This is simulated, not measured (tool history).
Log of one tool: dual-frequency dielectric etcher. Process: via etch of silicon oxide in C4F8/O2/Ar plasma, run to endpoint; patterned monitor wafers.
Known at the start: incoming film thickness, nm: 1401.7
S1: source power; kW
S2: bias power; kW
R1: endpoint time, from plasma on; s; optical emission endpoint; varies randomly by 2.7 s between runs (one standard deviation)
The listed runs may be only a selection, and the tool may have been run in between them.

run,day,S1,S2,R1
1,0.000,1.900,2.401,277.00
2,0.275,1.750,2.297,292.08
3,0.625,1.900,2.297,286.05
4,0.650,1.790,2.203,296.85
5,0.817,2.120,2.203,276.59
6,1.112,2.240,2.203,266.96
7,1.171,2.060,2.137,279.94
8,1.304,1.910,2.072,290.90

The next listed run, before its measurement:
9,1.667,1.790,2.010,?

R1: 301.51 s

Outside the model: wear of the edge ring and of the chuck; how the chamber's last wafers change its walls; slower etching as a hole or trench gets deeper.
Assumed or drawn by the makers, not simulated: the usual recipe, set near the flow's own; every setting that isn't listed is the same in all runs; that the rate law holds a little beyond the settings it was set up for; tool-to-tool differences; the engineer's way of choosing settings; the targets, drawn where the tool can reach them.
